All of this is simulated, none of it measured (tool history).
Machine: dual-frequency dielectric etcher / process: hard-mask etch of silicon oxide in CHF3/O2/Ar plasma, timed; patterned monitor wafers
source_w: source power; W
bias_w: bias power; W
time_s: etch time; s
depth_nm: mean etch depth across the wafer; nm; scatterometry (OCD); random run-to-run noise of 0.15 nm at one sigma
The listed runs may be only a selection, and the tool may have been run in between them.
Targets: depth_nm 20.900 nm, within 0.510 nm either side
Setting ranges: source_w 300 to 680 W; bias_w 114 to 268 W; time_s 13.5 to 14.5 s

{"run": 1, "hour": 0.0, "source_w": 490, "bias_w": 191, "time_s": 14.5, "depth_nm": 25.324}
{"run": 2, "hour": 5.2, "source_w": 490, "bias_w": 191, "time_s": 14.5, "depth_nm": 25.175}
{"run": 3, "hour": 8.1, "source_w": 490, "bias_w": 191, "time_s": 14.5, "depth_nm": 25.363}
{"run": 4, "hour": 10.5, "source_w": 530, "bias_w": 191, "time_s": 14.5, "depth_nm": 25.699}
{"hour": 18.3, "done": "bias power generator calibrated"}
{"run": 5, "hour": 18.3, "source_w": 500, "bias_w": 173, "time_s": 14.5, "depth_nm": 24.245}
{"run": 6, "hour": 20.7, "source_w": 470, "bias_w": 165, "time_s": 14.5, "depth_nm": 23.253}
{"run": 7, "hour": 25.6, "source_w": 440, "bias_w": 161, "time_s": 14.5, "depth_nm": 22.502}
{"run": 8, "hour": 28.2, "source_w": 420, "bias_w": 159, "time_s": 14.5, "depth_nm": 22.314}

Which single option among these 5 for the next run brings every result within its allowed miss of target? Just one does.
{"run": "A", "hour": 30.8, "source_w": 380, "bias_w": 164, "time_s": 14.0, "depth_nm": "?"}
{"run": "B", "hour": 30.8, "source_w": 420, "bias_w": 119, "time_s": 14.5, "depth_nm": "?"}
{"run": "C", "hour": 30.8, "source_w": 430, "bias_w": 182, "time_s": 14.5, "depth_nm": "?"}
{"run": "D", "hour": 30.8, "source_w": 430, "bias_w": 147, "time_s": 13.5, "depth_nm": "?"}
{"run": "E", "hour": 30.8, "source_w": 370, "bias_w": 136, "time_s": 14.5, "depth_nm": "?"}

move=A depth_nm=20.671
move=B depth_nm=19.648
move=C depth_nm=23.274
move=D depth_nm=19.971
move=E depth_nm=19.744
A: all results in spec
B: the result that was furthest off in the last run now lies on the other side of its target
C: the biggest miss grows against the last run
D: the result that was furthest off in the last run now lies on the other side of its target
E: the result that was furthest off in the last run now lies on the other side of its target
A is the move that brings every result within its allowed miss.
